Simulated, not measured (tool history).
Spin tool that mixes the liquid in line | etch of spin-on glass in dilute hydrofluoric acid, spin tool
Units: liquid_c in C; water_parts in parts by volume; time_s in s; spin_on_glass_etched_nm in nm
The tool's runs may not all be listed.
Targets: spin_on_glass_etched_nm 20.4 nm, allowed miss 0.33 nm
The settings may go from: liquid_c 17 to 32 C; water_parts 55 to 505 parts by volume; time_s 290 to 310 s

Run 1, hour 0: liquid_c 24 C, water_parts 280 parts by volume, time_s 290 s. Result: spin_on_glass_etched_nm 32.404 nm.
Run 2, hour 5.4: liquid_c 24 C, water_parts 280 parts by volume, time_s 290 s. Result: spin_on_glass_etched_nm 32.32 nm.
Run 3, hour 7.8: liquid_c 24 C, water_parts 280 parts by volume, time_s 310 s. Result: spin_on_glass_etched_nm 34.8 nm.
Run 4, hour 10.9: liquid_c 24 C, water_parts 240 parts by volume, time_s 310 s. Result: spin_on_glass_etched_nm 42.442 nm.
Run 5, hour 14.7: liquid_c 22.5 C, water_parts 265 parts by volume, time_s 310 s. Result: spin_on_glass_etched_nm 35.258 nm.
Run 6, hour 17.5: liquid_c 19.5 C, water_parts 265 parts by volume, time_s 310 s. Result: spin_on_glass_etched_nm 32.038 nm.
Run 7, hour 24.1: liquid_c 19 C, water_parts 285 parts by volume, time_s 310 s. Result: spin_on_glass_etched_nm 28.703 nm.
Run 8, hour 32.1: liquid_c 18.5 C, water_parts 300 parts by volume, time_s 310 s. Result: spin_on_glass_etched_nm 25.976 nm.
At hour 35.8: thermometer replaced.
Run 9, hour 35.8: liquid_c 18 C, water_parts 310 parts by volume, time_s 310 s. Result: spin_on_glass_etched_nm 23.152 nm.

Which of these 4 next moves meets every target?
Run A, hour 39.5: liquid_c 20 C, water_parts 325 parts by volume, time_s 290 s. Result: spin_on_glass_etched_nm ?.
Run B, hour 39.5: liquid_c 18.5 C, water_parts 310 parts by volume, time_s 290 s. Result: spin_on_glass_etched_nm ?.
Run C, hour 39.5: liquid_c 18 C, water_parts 345 parts by volume, time_s 310 s. Result: spin_on_glass_etched_nm ?.
Run D, hour 39.5: liquid_c 24 C, water_parts 340 parts by volume, time_s 310 s. Result: spin_on_glass_etched_nm ?.

move  spin_on_glass_etched_nm
   A                   21.953
   B                   22.073
   C                   20.212
   D                   25.452
A: nearer than the last run, and not there yet
B: nearer than the last run, and not there yet
C: meets every target
D: further off than the last run
The right move is C.

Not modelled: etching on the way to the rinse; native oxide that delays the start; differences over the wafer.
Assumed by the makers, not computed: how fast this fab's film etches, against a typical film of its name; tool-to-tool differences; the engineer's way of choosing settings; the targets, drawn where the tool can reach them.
